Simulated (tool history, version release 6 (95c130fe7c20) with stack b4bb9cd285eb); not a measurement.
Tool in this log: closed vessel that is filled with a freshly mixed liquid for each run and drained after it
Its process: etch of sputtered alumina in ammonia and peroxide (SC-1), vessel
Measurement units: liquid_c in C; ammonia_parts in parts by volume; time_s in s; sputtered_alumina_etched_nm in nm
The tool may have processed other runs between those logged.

Run 1, hour 0: liquid_c 51 C, ammonia_parts 0.85 parts by volume, time_s 245 s. Result: sputtered_alumina_etched_nm 17.879 nm.
Run 2, hour 1.3: liquid_c 45 C, ammonia_parts 0.85 parts by volume, time_s 245 s. Result: sputtered_alumina_etched_nm 12.829 nm.
Run 3, hour 9.3: liquid_c 45 C, ammonia_parts 0.55 parts by volume, time_s 245 s. Result: sputtered_alumina_etched_nm 12.25 nm.
Run 4, hour 11: liquid_c 46 C, ammonia_parts 0.55 parts by volume, time_s 245 s. Result: sputtered_alumina_etched_nm 12.893 nm.
Run 5, hour 20.2: liquid_c 46.5 C, ammonia_parts 0.55 parts by volume, time_s 245 s. Result: sputtered_alumina_etched_nm 13.287 nm.
Run 6, hour 25.2: liquid_c 46.5 C, ammonia_parts 0.45 parts by volume, time_s 245 s. Result: sputtered_alumina_etched_nm 13.144 nm.

Run 7 comes next. What will it give?
Run 7, hour 33.3: liquid_c 47 C, ammonia_parts 0.45 parts by volume, time_s 245 s. Result: sputtered_alumina_etched_nm ?.

sputtered_alumina_etched_nm: 13.394 nm
